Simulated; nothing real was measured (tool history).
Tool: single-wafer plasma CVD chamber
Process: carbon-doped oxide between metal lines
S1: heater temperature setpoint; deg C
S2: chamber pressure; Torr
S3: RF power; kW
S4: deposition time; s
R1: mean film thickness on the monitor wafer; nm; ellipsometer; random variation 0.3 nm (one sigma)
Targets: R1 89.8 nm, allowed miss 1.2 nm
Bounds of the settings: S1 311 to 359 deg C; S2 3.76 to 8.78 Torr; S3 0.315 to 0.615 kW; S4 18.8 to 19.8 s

run  hour   S1    S2     S3    S4      R1
  1     0  335  6.27  0.465  19.8  97.018
  2   3.1  340  6.07  0.465  19.8  95.418
  3  11.1  340  6.07  0.505  19.8   102.3
  4  12.5  343  5.81   0.49  19.8  99.131
  5  21.1  343  5.81  0.515  19.8  103.03
  6  30.1  345   5.7  0.495  19.8  99.243
  7  35.8  357  4.66   0.45  19.7   85.53
  8  43.6  354  4.78   0.45  19.7  86.849
  9  45.6  352  4.86   0.45  19.7  87.255
 10  47.9  350  4.94   0.45  19.7    88.3
 11  55.8  349  4.98   0.45  19.7  87.944

4 next moves are on the table. One of them brings every result within its allowed miss. Which?
  A  63.7  347  4.38  0.455  19.2   ?
  B  63.7  345  4.91   0.43  19.8   ?
  C  63.7  349  4.73   0.46  19.2   ?
  D  63.7  358  4.13  0.475  19.8   ?

move      R1
   A  86.646
   B  85.612
   C  87.826
   D  89.803
A: further off than the last run
B: further off than the last run
C: further off than the last run
D: meets every target
Answer: D

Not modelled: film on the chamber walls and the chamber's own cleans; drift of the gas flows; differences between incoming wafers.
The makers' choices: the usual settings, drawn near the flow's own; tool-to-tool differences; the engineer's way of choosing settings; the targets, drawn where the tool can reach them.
